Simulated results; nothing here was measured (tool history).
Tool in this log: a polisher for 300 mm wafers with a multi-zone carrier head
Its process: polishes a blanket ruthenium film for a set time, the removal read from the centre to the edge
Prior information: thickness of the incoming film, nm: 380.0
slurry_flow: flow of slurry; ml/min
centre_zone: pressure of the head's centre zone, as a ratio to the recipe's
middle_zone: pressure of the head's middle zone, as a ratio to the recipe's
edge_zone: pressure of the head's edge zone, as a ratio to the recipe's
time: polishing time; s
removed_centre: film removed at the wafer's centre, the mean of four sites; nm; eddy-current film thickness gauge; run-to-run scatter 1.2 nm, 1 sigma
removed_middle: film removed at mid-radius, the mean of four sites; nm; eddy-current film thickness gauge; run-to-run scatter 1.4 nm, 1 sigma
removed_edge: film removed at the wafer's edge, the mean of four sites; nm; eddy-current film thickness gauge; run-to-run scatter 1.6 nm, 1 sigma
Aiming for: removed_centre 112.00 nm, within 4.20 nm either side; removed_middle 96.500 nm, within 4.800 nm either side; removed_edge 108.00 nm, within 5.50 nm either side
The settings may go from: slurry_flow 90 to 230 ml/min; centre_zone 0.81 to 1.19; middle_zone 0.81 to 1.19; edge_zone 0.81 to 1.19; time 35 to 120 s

run,hour,slurry_flow,centre_zone,middle_zone,edge_zone,time,removed_centre,removed_middle,removed_edge
1,0.0,150,1.00,1.00,1.00,77,150.88,151.150,155.26
2,5.6,145,1.01,0.97,0.98,72,142.62,137.330,140.53
3,7.0,140,1.00,0.94,0.98,69,132.28,126.820,137.81
4,13.4,165,1.00,0.94,0.98,69,136.63,132.850,138.14
5,19.3,165,1.00,0.94,0.94,69,138.67,131.000,138.50
6,25.2,160,1.01,0.92,0.93,65,127.24,117.560,129.98
7,27.4,160,1.01,0.92,0.93,65,126.53,122.920,125.90
8,36.1,150,1.03,0.89,0.94,63,125.97,111.240,121.38
9,44.1,145,1.03,0.88,0.93,62,124.69,108.960,119.21
10,49.8,140,1.03,0.87,0.92,61,118.80,103.470,116.44
11,51.1,135,1.03,0.87,0.91,60,116.83,102.250,114.19
12,58.0,130,1.03,0.87,0.90,60,115.71,101.870,114.26

Which single option among these 5 for the next run brings every result within its allowed miss of target? Just one does.
A,64.9,145,1.04,0.92,0.93,60,?,?,?
B,64.9,105,1.06,1.01,0.92,65,?,?,?
C,64.9,145,1.02,1.03,0.92,56,?,?,?
D,64.9,110,1.07,0.88,0.94,59,?,?,?
E,64.9,115,1.05,1.02,0.90,61,?,?,?

move,removed_centre,removed_middle,removed_edge
A,123.05,109.670,113.83
B,123.00,116.360,115.49
C,112.99,110.770,105.60
D,114.37,97.423,107.06
E,118.17,113.050,109.36
A: misses by more than the last run did
B: misses by more than the last run did
C: the worst result of the last run now meets its target, but another is out of spec
D: in spec on every target
E: the worst result of the last run now meets its target, but another is out of spec
So the answer is move D, the one that meets all the targets.
